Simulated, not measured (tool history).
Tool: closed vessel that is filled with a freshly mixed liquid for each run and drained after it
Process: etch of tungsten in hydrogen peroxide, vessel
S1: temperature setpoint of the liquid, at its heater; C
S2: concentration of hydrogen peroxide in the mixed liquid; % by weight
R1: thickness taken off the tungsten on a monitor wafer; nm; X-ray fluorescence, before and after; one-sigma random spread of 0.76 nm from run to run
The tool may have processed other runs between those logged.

Run 1, hour 0.0: S1 52.0 C, S2 15.5 % by weight, time in the liquid (s) 95. Result: R1 67.939 nm.
Run 2, hour 2.6: S1 54.5 C, S2 15.5 % by weight, time in the liquid (s) 95. Result: R1 79.401 nm.
Run 3, hour 6.9: S1 56.5 C, S2 15.5 % by weight, time in the liquid (s) 95. Result: R1 89.083 nm.
Run 4, hour 15.4: S1 56.5 C, S2 13.5 % by weight, time in the liquid (s) 95. Result: R1 82.518 nm.
Run 5, hour 18.9: S1 56.5 C, S2 12.0 % by weight, time in the liquid (s) 95. Result: R1 78.849 nm.
Run 6, hour 20.5: S1 56.5 C, S2 14.5 % by weight, time in the liquid (s) 95. Result: R1 86.737 nm.

What will run 7 give?
Run 7, hour 26.5: S1 58.5 C, S2 14.5 % by weight, time in the liquid (s) 95. Result: R1 ?.

Run 7 came out at R1 98.037 nm.
